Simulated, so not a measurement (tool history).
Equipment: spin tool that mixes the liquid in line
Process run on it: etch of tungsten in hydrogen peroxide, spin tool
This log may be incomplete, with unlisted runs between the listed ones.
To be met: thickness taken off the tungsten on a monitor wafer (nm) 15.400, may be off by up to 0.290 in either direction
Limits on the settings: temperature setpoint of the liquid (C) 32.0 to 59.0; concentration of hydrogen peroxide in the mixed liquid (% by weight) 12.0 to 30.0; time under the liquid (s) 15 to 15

run	hour	temperature setpoint of the liquid (C)	concentration of hydrogen peroxide in the mixed liquid (% by weight)	time under the liquid (s)	thickness taken off the tungsten on a monitor wafer (nm)
1	0.0	43.0	21.5	15	28.360
2	7.3	43.0	17.5	15	25.788
3	14.0	42.0	17.5	15	24.073
4	21.5	42.0	13.5	15	21.130
5	27.1	46.0	13.5	15	26.994
6	32.7	46.0	13.5	15	27.372
7	39.7	45.0	13.5	15	25.699
8	46.2	44.0	13.5	15	24.318
9	54.3	43.0	13.5	15	22.510
10	55.1	42.0	13.5	15	21.176
11	58.5	41.5	13.5	15	20.663
12	65.6	41.0	13.5	15	19.887
13	67.5	40.5	13.5	15	19.214
14	74.2	40.0	13.5	15	18.629
15	81.6	36.5	13.5	15	14.808

Pick the move, out of 4, that brings all results within their allowed miss; only one does.
A	89.0	34.5	15.0	15	?
B	89.0	37.0	12.5	15	?
C	89.0	34.5	17.5	15	?
D	89.0	36.0	15.5	15	?

move	thickness taken off the tungsten on a monitor wafer (nm)
A	13.621
B	14.698
C	14.713
D	15.313
A: moves away from the targets compared with the last run
B: moves away from the targets compared with the last run
C: moves away from the targets compared with the last run
D: each result inside its tolerance
Answer: D
